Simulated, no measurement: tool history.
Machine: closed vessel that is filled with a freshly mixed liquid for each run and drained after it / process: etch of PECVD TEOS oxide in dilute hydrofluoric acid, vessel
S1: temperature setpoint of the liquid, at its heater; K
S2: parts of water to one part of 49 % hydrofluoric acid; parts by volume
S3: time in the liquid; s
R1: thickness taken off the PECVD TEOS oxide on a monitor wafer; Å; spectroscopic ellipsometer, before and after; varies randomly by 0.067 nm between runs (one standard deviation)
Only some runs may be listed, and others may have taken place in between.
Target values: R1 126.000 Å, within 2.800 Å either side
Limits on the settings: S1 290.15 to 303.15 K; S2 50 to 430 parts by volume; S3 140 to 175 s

Run 1, hour 0.0: S1 295.15 K, S2 240 parts by volume, S3 175 s. Result: R1 107.820 Å.
Run 2, hour 2.7: S1 295.65 K, S2 240 parts by volume, S3 175 s. Result: R1 110.130 Å.
Run 3, hour 8.2: S1 296.15 K, S2 240 parts by volume, S3 175 s. Result: R1 112.760 Å.
Run 4, hour 15.3: S1 296.65 K, S2 240 parts by volume, S3 175 s. Result: R1 114.150 Å.
Run 5, hour 23.3: S1 296.65 K, S2 240 parts by volume, S3 140 s. Result: R1 91.114 Å.
Run 6, hour 24.1: S1 297.15 K, S2 230 parts by volume, S3 140 s. Result: R1 97.230 Å.
Run 7, hour 30.1: S1 297.15 K, S2 220 parts by volume, S3 140 s. Result: R1 103.010 Å.
Run 8, hour 38.0: S1 301.15 K, S2 215 parts by volume, S3 140 s. Result: R1 123.230 Å.

Consider the 4 candidate settings below. Which is the only one whose results all fall within their allowed miss of target?
Run A, hour 45.9: S1 303.15 K, S2 235 parts by volume, S3 150 s. Result: R1 ?.
Run B, hour 45.9: S1 301.15 K, S2 220 parts by volume, S3 140 s. Result: R1 ?.
Run C, hour 45.9: S1 295.65 K, S2 190 parts by volume, S3 140 s. Result: R1 ?.
Run D, hour 45.9: S1 301.15 K, S2 245 parts by volume, S3 160 s. Result: R1 ?.

move       R1
   A  127.310
   B  120.600
   C  118.190
   D  120.310
A: every result lands within tolerance
B: its largest miss is bigger than the last run's
C: its largest miss is bigger than the last run's
D: its largest miss is bigger than the last run's
A is the move that brings every result within its allowed miss.
